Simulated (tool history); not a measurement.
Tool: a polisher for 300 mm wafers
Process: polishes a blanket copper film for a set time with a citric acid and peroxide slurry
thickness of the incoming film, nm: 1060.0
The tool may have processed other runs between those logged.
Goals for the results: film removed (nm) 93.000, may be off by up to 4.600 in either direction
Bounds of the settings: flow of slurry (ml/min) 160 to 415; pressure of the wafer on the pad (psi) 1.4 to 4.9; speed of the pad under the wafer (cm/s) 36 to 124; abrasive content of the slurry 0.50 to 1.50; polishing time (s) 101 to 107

run,hour,flow of slurry (ml/min),pressure of the wafer on the pad (psi),speed of the pad under the wafer (cm/s),abrasive content of the slurry,polishing time (s),film removed (nm)
1,0.0,265,3.1,80,1.00,101,149.680
2,0.8,325,3.1,80,1.00,101,153.080
3,9.6,325,3.1,80,1.00,107,160.970
4,13.2,325,3.1,80,1.15,107,159.080
5,17.3,325,2.6,78,1.15,107,142.120
# hour 20.4: slurry nozzle cleaned
6,20.4,325,2.2,72,1.15,106,121.720
7,28.1,325,2.0,68,1.15,106,109.780
8,37.0,325,1.8,66,1.15,106,100.010
9,40.7,325,1.7,66,1.15,106,99.059

4 candidate next runs follow, results not yet known. Just one meets every target within its allowed miss. Identify it.
A,44.4,340,1.9,68,0.80,107,?
B,44.4,290,1.5,54,1.20,105,?
C,44.4,350,1.4,60,1.25,102,?
D,44.4,225,1.8,56,1.20,105,?

move,film removed (nm)
A,104.570
B,82.629
C,82.678
D,92.174
A: misses by more than the last run did
B: takes the biggest miss from the last run beyond its target
C: takes the biggest miss from the last run beyond its target
D: in spec on every target
Go with D: it meets all targets.
